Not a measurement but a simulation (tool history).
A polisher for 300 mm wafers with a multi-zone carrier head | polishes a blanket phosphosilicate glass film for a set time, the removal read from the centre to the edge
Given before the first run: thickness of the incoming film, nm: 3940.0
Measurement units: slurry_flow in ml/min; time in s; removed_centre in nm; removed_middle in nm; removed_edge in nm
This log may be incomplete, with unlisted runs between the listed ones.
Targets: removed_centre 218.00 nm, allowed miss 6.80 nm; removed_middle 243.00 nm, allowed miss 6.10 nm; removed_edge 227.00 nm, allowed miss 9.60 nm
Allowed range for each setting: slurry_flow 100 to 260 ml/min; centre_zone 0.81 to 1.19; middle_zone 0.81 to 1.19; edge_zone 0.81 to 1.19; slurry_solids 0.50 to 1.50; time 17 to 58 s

run 1 day=0.000 | slurry_flow=165 centre_zone=1.00 middle_zone=1.00 edge_zone=1.00 slurry_solids=1.00 time=37 | removed_centre=283.75 removed_middle=272.69 removed_edge=277.92
run 2 day=0.125 | slurry_flow=165 centre_zone=1.00 middle_zone=1.00 edge_zone=1.00 slurry_solids=1.00 time=32 | removed_centre=242.15 removed_middle=232.72 removed_edge=235.11
run 3 day=0.338 | slurry_flow=165 centre_zone=0.95 middle_zone=1.00 edge_zone=1.00 slurry_solids=1.00 time=32 | removed_centre=233.80 removed_middle=236.97 removed_edge=239.73
run 4 day=0.625 | slurry_flow=165 centre_zone=0.95 middle_zone=0.93 edge_zone=1.00 slurry_solids=1.00 time=32 | removed_centre=235.29 removed_middle=217.05 removed_edge=237.79
run 5 day=0.821 | slurry_flow=165 centre_zone=0.95 middle_zone=0.93 edge_zone=1.00 slurry_solids=1.00 time=40 | removed_centre=294.78 removed_middle=274.17 removed_edge=291.66
run 6 day=1.029 | slurry_flow=165 centre_zone=0.95 middle_zone=0.93 edge_zone=1.07 slurry_solids=1.00 time=40 | removed_centre=291.63 removed_middle=273.03 removed_edge=309.79
run 7 day=1.300 | slurry_flow=115 centre_zone=0.85 middle_zone=0.98 edge_zone=0.97 slurry_solids=0.75 time=40 | removed_centre=232.75 removed_middle=241.10 removed_edge=251.14
run 8 day=1.646 | slurry_flow=115 centre_zone=0.84 middle_zone=0.99 edge_zone=0.95 slurry_solids=0.75 time=40 | removed_centre=232.44 removed_middle=243.97 removed_edge=251.13
run 9 day=1.692 | slurry_flow=115 centre_zone=0.84 middle_zone=1.00 edge_zone=0.93 slurry_solids=0.70 time=40 | removed_centre=226.98 removed_middle=242.04 removed_edge=238.98
run 10 day=1.850 | slurry_flow=115 centre_zone=0.83 middle_zone=1.01 edge_zone=0.92 slurry_solids=0.70 time=40 | removed_centre=222.23 removed_middle=240.15 removed_edge=236.50

Consider the 4 candidate settings below. Which is the only one whose results all fall within their allowed miss of target?
run A day=2.008 | slurry_flow=135 centre_zone=0.88 middle_zone=0.96 edge_zone=0.90 slurry_solids=0.65 time=42 | removed_centre=? removed_middle=? removed_edge=?
run B day=2.008 | slurry_flow=105 centre_zone=0.88 middle_zone=1.09 edge_zone=0.95 slurry_solids=0.60 time=41 | removed_centre=? removed_middle=? removed_edge=?
run C day=2.008 | slurry_flow=125 centre_zone=0.81 middle_zone=1.01 edge_zone=1.04 slurry_solids=0.75 time=37 | removed_centre=? removed_middle=? removed_edge=?
run D day=2.008 | slurry_flow=100 centre_zone=0.81 middle_zone=1.01 edge_zone=0.96 slurry_solids=0.55 time=46 | removed_centre=? removed_middle=? removed_edge=?

move=A removed_centre=239.63 removed_middle=238.98 removed_edge=248.87
move=B removed_centre=216.47 removed_middle=241.40 removed_edge=233.62
move=C removed_centre=212.50 removed_middle=231.53 removed_edge=248.07
move=D removed_centre=221.13 removed_middle=242.12 removed_edge=252.03
A: further off than the last run
B: hits every target within its allowed miss
C: further off than the last run
D: further off than the last run
Answer: B
